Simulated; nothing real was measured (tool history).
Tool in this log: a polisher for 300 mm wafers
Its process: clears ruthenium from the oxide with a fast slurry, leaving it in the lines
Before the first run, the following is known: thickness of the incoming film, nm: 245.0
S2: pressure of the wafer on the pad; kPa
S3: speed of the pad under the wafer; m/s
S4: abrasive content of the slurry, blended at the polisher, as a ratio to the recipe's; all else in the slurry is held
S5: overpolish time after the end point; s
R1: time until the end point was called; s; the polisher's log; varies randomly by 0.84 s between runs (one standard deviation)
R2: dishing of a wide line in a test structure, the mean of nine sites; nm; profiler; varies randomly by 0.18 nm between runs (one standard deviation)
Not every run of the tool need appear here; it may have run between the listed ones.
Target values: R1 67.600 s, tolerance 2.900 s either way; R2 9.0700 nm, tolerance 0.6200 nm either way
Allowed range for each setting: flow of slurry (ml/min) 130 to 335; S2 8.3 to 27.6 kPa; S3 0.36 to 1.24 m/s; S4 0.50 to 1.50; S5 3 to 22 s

Run 1, hour 0.0: flow of slurry (ml/min) 215, S2 17.9 kPa, S3 0.80 m/s, S4 1.00, S5 11 s. Result: R1 71.582 s, R2 28.7140 nm.
Run 2, hour 8.6: flow of slurry (ml/min) 215, S2 17.2 kPa, S3 0.80 m/s, S4 1.00, S5 9 s. Result: R1 74.743 s, R2 24.0470 nm.
Run 3, hour 13.7: flow of slurry (ml/min) 215, S2 18.6 kPa, S3 0.72 m/s, S4 1.00, S5 7 s. Result: R1 76.580 s, R2 17.9060 nm.
Run 4, hour 20.6: flow of slurry (ml/min) 215, S2 22.1 kPa, S3 0.72 m/s, S4 1.00, S5 7 s. Result: R1 64.913 s, R2 21.6030 nm.
Run 5, hour 24.2: flow of slurry (ml/min) 215, S2 22.1 kPa, S3 0.72 m/s, S4 0.90, S5 7 s. Result: R1 67.902 s, R2 20.8820 nm.
Run 6, hour 31.0: flow of slurry (ml/min) 240, S2 22.1 kPa, S3 0.62 m/s, S4 1.10, S5 6 s. Result: R1 66.395 s, R2 17.5390 nm.
Run 7, hour 31.9: flow of slurry (ml/min) 270, S2 21.4 kPa, S3 0.54 m/s, S4 1.20, S5 5 s. Result: R1 71.624 s, R2 13.6200 nm.
Run 8, hour 37.6: flow of slurry (ml/min) 290, S2 21.4 kPa, S3 0.50 m/s, S4 1.30, S5 4 s. Result: R1 70.136 s, R2 10.7450 nm.
Run 9, hour 43.3: flow of slurry (ml/min) 295, S2 21.4 kPa, S3 0.50 m/s, S4 1.35, S5 4 s. Result: R1 71.678 s, R2 11.6580 nm.
Run 10, hour 47.0: flow of slurry (ml/min) 305, S2 22.8 kPa, S3 0.46 m/s, S4 1.30, S5 4 s. Result: R1 70.398 s, R2 11.1880 nm.
Run 11, hour 49.1: flow of slurry (ml/min) 315, S2 22.8 kPa, S3 0.44 m/s, S4 1.35, S5 4 s. Result: R1 73.608 s, R2 11.4950 nm.
Run 12, hour 49.9: flow of slurry (ml/min) 275, S2 21.4 kPa, S3 0.48 m/s, S4 1.40, S5 4 s. Result: R1 73.359 s, R2 10.9260 nm.
Run 13, hour 51.3: flow of slurry (ml/min) 295, S2 21.4 kPa, S3 0.48 m/s, S4 1.45, S5 4 s. Result: R1 69.662 s, R2 11.3810 nm.

Of the 4 settings listed for the next run, only one would bring every result within its allowed miss of target. Which one?
Run A, hour 52.7: flow of slurry (ml/min) 305, S2 20.0 kPa, S3 0.56 m/s, S4 1.50, S5 3 s. Result: R1 ?, R2 ?.
Run B, hour 52.7: flow of slurry (ml/min) 325, S2 20.0 kPa, S3 0.46 m/s, S4 1.45, S5 4 s. Result: R1 ?, R2 ?.
Run C, hour 52.7: flow of slurry (ml/min) 315, S2 20.7 kPa, S3 0.46 m/s, S4 1.40, S5 4 s. Result: R1 ?, R2 ?.
Run D, hour 52.7: flow of slurry (ml/min) 280, S2 20.7 kPa, S3 0.54 m/s, S4 1.20, S5 5 s. Result: R1 ?, R2 ?.

move      R1       R2
   A  67.723   9.1985
   B  78.080  10.5850
   C  76.837  10.7500
   D  74.576  13.6970
A: meets every target
B: neither nearer nor further off than the last run
C: closes in on the targets versus the last run, not all within tolerance yet
D: moves away from the targets compared with the last run
A is the move that brings every result within its allowed miss.

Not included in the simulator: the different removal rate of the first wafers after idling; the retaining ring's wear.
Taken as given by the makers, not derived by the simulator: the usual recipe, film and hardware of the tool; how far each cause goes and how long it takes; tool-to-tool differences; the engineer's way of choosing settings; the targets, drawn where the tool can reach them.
